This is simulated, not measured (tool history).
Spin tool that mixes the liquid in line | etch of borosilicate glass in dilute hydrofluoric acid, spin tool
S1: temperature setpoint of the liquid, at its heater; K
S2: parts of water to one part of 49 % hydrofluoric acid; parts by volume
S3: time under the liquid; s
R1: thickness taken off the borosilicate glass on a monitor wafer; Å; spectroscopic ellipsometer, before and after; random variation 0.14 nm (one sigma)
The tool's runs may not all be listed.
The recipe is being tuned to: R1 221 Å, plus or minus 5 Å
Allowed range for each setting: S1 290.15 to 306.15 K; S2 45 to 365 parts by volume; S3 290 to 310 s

Run 1, day 0: S1 298.15 K, S2 205 parts by volume, S3 290 s. Result: R1 310.52 Å.
Run 2, day 0.308: S1 296.65 K, S2 205 parts by volume, S3 290 s. Result: R1 294.63 Å.
Run 3, day 0.354: S1 295.65 K, S2 205 parts by volume, S3 290 s. Result: R1 282.24 Å.
Run 4, day 0.446: S1 295.65 K, S2 205 parts by volume, S3 310 s. Result: R1 299.15 Å.
Run 5, day 0.562: S1 294.65 K, S2 205 parts by volume, S3 310 s. Result: R1 291.72 Å.
Run 6, day 0.938: S1 294.65 K, S2 170 parts by volume, S3 310 s. Result: R1 360.67 Å.
Run 7, day 1.308: S1 293.65 K, S2 180 parts by volume, S3 310 s. Result: R1 324.65 Å.
Run 8, day 1.412: S1 290.15 K, S2 230 parts by volume, S3 310 s. Result: R1 212.5 Å.

Which single option among these 4 for the next run brings every result within its allowed miss of target? Just one does.
Run A, day 1.517: S1 290.15 K, S2 230 parts by volume, S3 290 s. Result: R1 ?.
Run B, day 1.517: S1 290.15 K, S2 235 parts by volume, S3 305 s. Result: R1 ?.
Run C, day 1.517: S1 295.15 K, S2 245 parts by volume, S3 290 s. Result: R1 ?.
Run D, day 1.517: S1 290.15 K, S2 235 parts by volume, S3 300 s. Result: R1 ?.

move      R1
   A  198.46
   B  203.38
   C  222.17
   D  200.05
A: moves away from the targets compared with the last run
B: moves away from the targets compared with the last run
C: every result lands within tolerance
D: moves away from the targets compared with the last run
Move C is the one to make.

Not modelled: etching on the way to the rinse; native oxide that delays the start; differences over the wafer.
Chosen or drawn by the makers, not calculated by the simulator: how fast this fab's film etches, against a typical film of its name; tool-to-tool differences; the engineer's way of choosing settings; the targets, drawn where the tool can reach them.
